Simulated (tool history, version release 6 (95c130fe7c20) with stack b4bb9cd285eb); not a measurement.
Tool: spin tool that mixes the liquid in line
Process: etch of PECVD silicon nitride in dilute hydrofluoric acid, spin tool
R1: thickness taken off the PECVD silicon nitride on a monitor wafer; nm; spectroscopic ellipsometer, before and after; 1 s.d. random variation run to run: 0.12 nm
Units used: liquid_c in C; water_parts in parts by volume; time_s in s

run 1 hour=0.0 | liquid_c=23.0 water_parts=160 time_s=265 | R1=3.2113
run 2 hour=0.9 | liquid_c=23.0 water_parts=185 time_s=265 | R1=2.8511
run 3 hour=4.7 | liquid_c=24.0 water_parts=170 time_s=265 | R1=3.2715
run 4 hour=8.5 | liquid_c=25.0 water_parts=160 time_s=265 | R1=3.6915
run 5 hour=14.9 | liquid_c=26.0 water_parts=150 time_s=265 | R1=4.3348
run 6 hour=23.6 | liquid_c=23.5 water_parts=150 time_s=265 | R1=3.5845
run 7 hour=26.4 | liquid_c=24.5 water_parts=145 time_s=265 | R1=3.9262

Forecast run 8:
run 8 hour=33.4 | liquid_c=25.5 water_parts=140 time_s=265 | R1=?

{"run 8": {"R1": 4.2654}}
